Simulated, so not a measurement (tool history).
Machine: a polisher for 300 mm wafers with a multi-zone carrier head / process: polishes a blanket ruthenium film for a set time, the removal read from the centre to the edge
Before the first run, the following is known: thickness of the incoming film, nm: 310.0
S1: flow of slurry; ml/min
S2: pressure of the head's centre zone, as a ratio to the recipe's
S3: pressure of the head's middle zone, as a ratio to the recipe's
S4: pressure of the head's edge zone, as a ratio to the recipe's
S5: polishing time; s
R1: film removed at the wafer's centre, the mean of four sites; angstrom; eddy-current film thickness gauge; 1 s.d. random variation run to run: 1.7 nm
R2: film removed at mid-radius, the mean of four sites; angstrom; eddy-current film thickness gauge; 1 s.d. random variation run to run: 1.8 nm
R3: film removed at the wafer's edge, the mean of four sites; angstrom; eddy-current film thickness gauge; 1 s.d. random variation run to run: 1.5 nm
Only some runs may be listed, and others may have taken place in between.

run,day,S1,S2,S3,S4,S5,R1,R2,R3
1,0,240,1,1,1,72,1017.5,1049.3,963.13
2,0.304,245,1.03,1.03,1.02,75,1054.5,1119,1035.7
3,0.675,245,1.03,0.97,1.02,75,1083.6,1044.7,1053.6
4,0.796,250,1.06,1,1,78,1140.1,1107.5,1075.6
5,1.142,195,1.06,1,1,78,1105.3,1071.4,1040.7
6,1.483,155,1.06,1,1,78,1055.1,1050.2,1016.6
7,1.8,180,1.09,1.04,1,80,1150.2,1148.1,1068.7
8,2.138,200,1.11,1.07,1,81,1234.9,1184.2,1093.5

Predict the results of run 9:
9,2.446,200,1.11,1.07,1,81,?,?,?

Run 9 yielded R1 1201.5 angstrom, R2 1169 angstrom, R3 1075.9 angstrom.
